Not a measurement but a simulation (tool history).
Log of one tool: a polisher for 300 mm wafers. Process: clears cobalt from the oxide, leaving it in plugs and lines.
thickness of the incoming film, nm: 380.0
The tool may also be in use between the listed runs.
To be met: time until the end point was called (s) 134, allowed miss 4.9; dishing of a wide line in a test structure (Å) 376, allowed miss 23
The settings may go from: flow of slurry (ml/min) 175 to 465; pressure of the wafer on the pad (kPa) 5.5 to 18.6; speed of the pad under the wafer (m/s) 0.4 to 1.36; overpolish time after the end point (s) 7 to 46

run  hour  flow of slurry (ml/min)  pressure of the wafer on the pad (kPa)  speed of the pad under the wafer (m/s)  overpolish time after the end point (s)  time until the end point was called (s)  dishing of a wide line in a test structure (Å)
  1     0                      295                                    11.7                                    0.88                                       24                                    96.38                                          547.73
  2   5.9                      295                                    11.7                                    0.88                                       32                                   96.157                                           593.5
  3   9.1                      360                                    11.7                                    0.88                                       32                                    94.65                                          619.56
  4  15.6                      315                                    11.7                                    0.88                                       32                                   94.666                                           601.7
  5  19.3                      360                                    11.7                                    0.88                                       32                                   94.367                                          622.61
  6  24.5                      360                                    11.7                                    1.06                                       32                                     78.5                                          642.24
  7  30.9                      355                                    10.3                                    1.06                                       27                                   89.012                                          575.52
  8  36.3                      350                                       9                                    1.06                                       22                                   103.64                                          507.83
  9  43.3                      345                                     8.3                                    1.06                                       18                                   110.12                                          417.48
 10  45.3                      345                                     7.6                                    1.06                                       18                                   120.97                                          420.13
 11    52                      345                                     7.6                                    1.06                                       17                                   118.66                                          396.03

4 next moves are on the table. One of them brings every result within its allowed miss. Which?
  A  58.7                      375                                     7.6                                       1                                       23                                        ?                                               ?
  B  58.7                      245                                     7.6                                    1.34                                       18                                        ?                                               ?
  C  58.7                      450                                     8.3                                    0.84                                       18                                        ?                                               ?
  D  58.7                      275                                     9.7                                    0.98                                       15                                        ?                                               ?

move  time until the end point was called (s)  dishing of a wide line in a test structure (Å)
   A                                    124.1                                          453.74
   B                                   96.021                                          455.55
   C                                   133.84                                           368.7
   D                                   102.53                                          389.55
A: further off than the last run
B: further off than the last run
C: meets every target
D: further off than the last run
The right move is C.
